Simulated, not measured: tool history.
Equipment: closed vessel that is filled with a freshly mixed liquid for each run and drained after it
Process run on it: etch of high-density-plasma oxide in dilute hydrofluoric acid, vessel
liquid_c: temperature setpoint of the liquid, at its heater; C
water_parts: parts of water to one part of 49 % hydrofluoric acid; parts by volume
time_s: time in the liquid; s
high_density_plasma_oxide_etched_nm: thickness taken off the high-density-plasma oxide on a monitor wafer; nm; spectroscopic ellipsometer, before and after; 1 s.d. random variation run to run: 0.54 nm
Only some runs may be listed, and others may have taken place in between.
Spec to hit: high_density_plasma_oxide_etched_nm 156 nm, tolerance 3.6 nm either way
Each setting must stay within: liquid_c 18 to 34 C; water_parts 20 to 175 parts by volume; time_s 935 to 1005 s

run  hour  liquid_c  water_parts  time_s  high_density_plasma_oxide_etched_nm
  1     0        26           95     935                               81.065
  2   4.5        26           95     935                               80.961
  3  11.1        23           95     935                               72.054
  4    18      24.5           90     935                               81.714
  5  19.5      24.5          125     935                               56.156
  6  23.9      24.5           90     935                               81.232
  7  25.2      25.5           85     935                               90.391
  8  30.4      26.5           85     935                               94.291
  9  38.5      27.5           85     935                               97.225
 10  46.1        28           85     935                               98.879
 11  49.4      28.5           80     935                               108.08
 12    51        29           80     935                               110.28
 13  55.7      29.5           80     935                               112.65

Exercise: of the 4 proposed moves below, exactly one satisfies all targets within the stated allowed misses. Which move is it?
  A  60.4        33           65    1005                                    ?
  B  60.4      25.5           65    1005                                    ?
  C  60.4        30           65    1005                                    ?
  D  60.4      31.5          100     960                                    ?

move  high_density_plasma_oxide_etched_nm
   A                               175.65
   B                               131.16
   C                               156.63
   D                               97.726
A: pushes the last run's worst result past its target
B: nearer than the last run, and not there yet
C: all results in spec
D: moves away from the targets compared with the last run
The move that meets every target is C.
